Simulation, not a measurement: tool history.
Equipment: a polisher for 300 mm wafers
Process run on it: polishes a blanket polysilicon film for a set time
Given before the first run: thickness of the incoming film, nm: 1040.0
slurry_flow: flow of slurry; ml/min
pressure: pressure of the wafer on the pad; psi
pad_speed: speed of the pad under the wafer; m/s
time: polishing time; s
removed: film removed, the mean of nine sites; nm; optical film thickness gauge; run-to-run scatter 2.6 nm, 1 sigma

| run | hour | slurry_flow | pressure | pad_speed | time | removed |
|---|---|---|---|---|---|---|
| 1 | 0 | 260 | 3 | 1.04 | 56 | 476.32 |
| 2 | 1 | 260 | 2.8 | 1.04 | 56 | 449.86 |
| 3 | 7.6 | 260 | 2.6 | 1.04 | 56 | 423.49 |
| 4 | 12.7 | 260 | 2.6 | 1.04 | 58 | 432.51 |
| 5 | 19.6 | 260 | 2.6 | 1.04 | 58 | 432.94 |
| 6 | 28.1 | 205 | 2.6 | 1.04 | 58 | 424.02 |
| 7 | 35.2 | 205 | 2.6 | 1.04 | 58 | 423.72 |
| 8 | 38.9 | 205 | 2.5 | 1.04 | 58 | 398.75 |
| 9 | 44.7 | 200 | 2.4 | 1.04 | 58 | 389.69 |
| 10 | 47.9 | 200 | 2.3 | 1.04 | 58 | 378.3 |

Expected results for the next run?
| 11 | 54.8 | 200 | 2.2 | 1.04 | 58 | ? |

{"run 11": {"removed": 358.5}}

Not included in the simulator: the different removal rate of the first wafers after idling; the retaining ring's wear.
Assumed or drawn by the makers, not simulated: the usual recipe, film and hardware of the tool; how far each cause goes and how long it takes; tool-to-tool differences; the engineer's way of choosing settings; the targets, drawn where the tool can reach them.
